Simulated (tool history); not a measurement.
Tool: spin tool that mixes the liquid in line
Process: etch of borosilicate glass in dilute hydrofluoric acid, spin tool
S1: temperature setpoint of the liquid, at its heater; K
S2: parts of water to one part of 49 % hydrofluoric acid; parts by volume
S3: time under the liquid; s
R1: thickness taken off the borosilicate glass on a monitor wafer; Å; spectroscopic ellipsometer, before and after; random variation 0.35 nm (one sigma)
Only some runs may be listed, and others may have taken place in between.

{"run": 1, "day": 0.0, "S1": 296.15, "S2": 240, "S3": 185, "R1": 256.44}
{"run": 2, "day": 0.179, "S1": 297.65, "S2": 215, "S3": 185, "R1": 312.24}
{"run": 3, "day": 0.283, "S1": 294.65, "S2": 215, "S3": 185, "R1": 282.38}
{"run": 4, "day": 0.55, "S1": 294.65, "S2": 270, "S3": 185, "R1": 212.15}
{"run": 5, "day": 0.825, "S1": 294.65, "S2": 270, "S3": 185, "R1": 210.22}
{"run": 6, "day": 0.942, "S1": 294.65, "S2": 210, "S3": 185, "R1": 288.13}
{"run": 7, "day": 1.167, "S1": 296.15, "S2": 190, "S3": 185, "R1": 345.25}
{"run": 8, "day": 1.371, "S1": 300.15, "S2": 115, "S3": 185, "R1": 726.98}
{"run": 9, "day": 1.721, "S1": 299.65, "S2": 115, "S3": 185, "R1": 708.66}
{"run": 10, "day": 2.021, "S1": 299.15, "S2": 115, "S3": 185, "R1": 693.09}

Estimate the outcome of run 11 from the log above:
{"run": 11, "day": 2.196, "S1": 298.65, "S2": 115, "S3": 185, "R1": "?"}

{"run 11": {"R1": 686.96}}
